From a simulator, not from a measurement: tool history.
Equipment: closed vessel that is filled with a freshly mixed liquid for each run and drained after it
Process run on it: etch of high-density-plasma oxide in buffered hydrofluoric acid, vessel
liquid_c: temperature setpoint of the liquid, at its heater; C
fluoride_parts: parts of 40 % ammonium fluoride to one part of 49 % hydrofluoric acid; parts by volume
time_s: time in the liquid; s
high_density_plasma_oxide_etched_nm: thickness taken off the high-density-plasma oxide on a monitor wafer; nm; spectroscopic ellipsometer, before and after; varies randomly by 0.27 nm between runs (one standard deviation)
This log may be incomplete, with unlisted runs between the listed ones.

run	hour	liquid_c	fluoride_parts	time_s	high_density_plasma_oxide_etched_nm
1	0	21	9	30	71.007
2	1	21	9	30	71.727
3	2.5	20	9	30	68.101
4	10.8	20	7	30	89.701
5	16.6	20	7	30	88.821
6	24.5	19	8	30	73.148

Expected results for the next run?
7	31.5	18.5	8.5	30	?

high_density_plasma_oxide_etched_nm: 66.705 nm

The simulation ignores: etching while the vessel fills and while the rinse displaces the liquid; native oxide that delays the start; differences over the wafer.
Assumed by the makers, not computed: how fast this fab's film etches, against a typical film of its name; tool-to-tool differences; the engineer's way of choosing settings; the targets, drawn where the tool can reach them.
